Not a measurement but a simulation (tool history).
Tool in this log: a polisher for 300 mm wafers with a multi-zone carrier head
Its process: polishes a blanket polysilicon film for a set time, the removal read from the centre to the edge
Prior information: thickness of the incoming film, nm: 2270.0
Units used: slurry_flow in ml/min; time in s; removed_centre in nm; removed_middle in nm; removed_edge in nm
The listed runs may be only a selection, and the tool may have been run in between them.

run,hour,slurry_flow,centre_zone,middle_zone,edge_zone,time,removed_centre,removed_middle,removed_edge
1,0,280,1,1,1,42,404.86,421.69,410.54
2,8.4,280,1,1,1,46,448.02,458.74,445.77
3,11.6,305,1,1,1,46,445.39,465.87,452.01
4,16.5,305,0.92,1,1,46,410.62,467.42,447.62
# hour 24.1: worn pad replaced by a new one
5,24.1,305,0.92,1,1,52,519.44,563.3,546.53
6,29.7,305,0.92,1,1.05,52,501.76,567.29,557.17
7,31.2,305,0.91,0.99,1.05,49,470.39,529.8,536.65
8,36.7,310,0.9,0.98,1.04,46,435.51,498.69,500.62
9,42.1,305,0.89,0.97,1.03,43,412.8,456.85,460.53
10,46.6,260,0.81,1.02,1.13,31,259.18,333.99,343.54
11,47.8,250,0.82,1.01,1.12,31,261.76,332.71,341.02
12,51.6,240,0.83,1,1.12,31,265.11,327.93,333.37

Predict the results of run 13:
13,54.8,235,0.83,0.99,1.12,31,?,?,?

removed_centre: 268.28 nm
removed_middle: 325.28 nm
removed_edge: 342.38 nm
